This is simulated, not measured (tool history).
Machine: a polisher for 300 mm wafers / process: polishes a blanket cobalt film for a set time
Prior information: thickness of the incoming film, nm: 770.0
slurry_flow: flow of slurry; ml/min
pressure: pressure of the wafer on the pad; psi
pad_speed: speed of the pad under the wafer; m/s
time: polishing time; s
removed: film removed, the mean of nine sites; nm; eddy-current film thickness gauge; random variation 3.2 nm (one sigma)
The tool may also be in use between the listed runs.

| run | hour | slurry_flow | pressure | pad_speed | time | removed |
|---|---|---|---|---|---|---|
| 1 | 0.0 | 255 | 2.4 | 1.10 | 27 | 182.21 |
| 2 | 4.2 | 255 | 2.4 | 1.00 | 27 | 165.08 |
| 3 | 11.3 | 255 | 2.4 | 1.16 | 27 | 190.35 |
| 4 | 12.0 | 195 | 2.4 | 1.16 | 27 | 186.02 |
| 5 | 20.2 | 195 | 2.6 | 1.16 | 27 | 199.10 |
| 6 | 27.7 | 195 | 2.8 | 1.16 | 27 | 220.64 |

Estimate the outcome of run 7 from the log above:
| 7 | 30.3 | 195 | 2.9 | 1.16 | 27 | ? |

Run 7 came out at removed 225.67 nm.
